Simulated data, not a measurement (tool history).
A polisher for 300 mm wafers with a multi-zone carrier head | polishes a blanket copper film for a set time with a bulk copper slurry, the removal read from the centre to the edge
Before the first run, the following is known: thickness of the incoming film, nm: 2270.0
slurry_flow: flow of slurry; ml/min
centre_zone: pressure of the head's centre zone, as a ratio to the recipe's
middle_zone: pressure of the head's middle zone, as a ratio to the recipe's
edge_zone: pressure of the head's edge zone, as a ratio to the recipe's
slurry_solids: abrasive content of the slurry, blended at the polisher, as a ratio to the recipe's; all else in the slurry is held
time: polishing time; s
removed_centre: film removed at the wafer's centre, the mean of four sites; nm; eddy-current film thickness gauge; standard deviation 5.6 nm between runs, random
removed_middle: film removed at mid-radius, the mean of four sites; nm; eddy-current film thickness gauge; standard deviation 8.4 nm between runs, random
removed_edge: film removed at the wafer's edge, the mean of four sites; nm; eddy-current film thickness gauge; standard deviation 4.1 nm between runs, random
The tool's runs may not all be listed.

run  hour  slurry_flow  centre_zone  middle_zone  edge_zone  slurry_solids  time  removed_centre  removed_middle  removed_edge
  1   0.0          160         1.00         1.00       1.00           1.00    62          761.73          782.54        752.88
  2   8.9          160         0.96         1.00       1.00           1.00    62          722.74          785.80        745.91
  3   9.9          160         0.96         1.00       1.00           0.90    62          708.05          734.85        720.18
  4  12.1          160         0.96         1.00       0.93           0.90    62          701.13          750.66        693.74
  5  18.1          150         0.92         0.98       0.92           0.90    62          666.67          733.44        687.16
  6  22.7          150         0.92         0.98       0.92           1.00    62          683.01          767.55        714.37

What does the tool deliver on the next run?
  7  31.4          140         0.89         0.96       0.90           0.95    62               ?               ?             ?

Run 7 gave removed_centre 642.08 nm, removed_middle 732.99 nm, removed_edge 688.16 nm.

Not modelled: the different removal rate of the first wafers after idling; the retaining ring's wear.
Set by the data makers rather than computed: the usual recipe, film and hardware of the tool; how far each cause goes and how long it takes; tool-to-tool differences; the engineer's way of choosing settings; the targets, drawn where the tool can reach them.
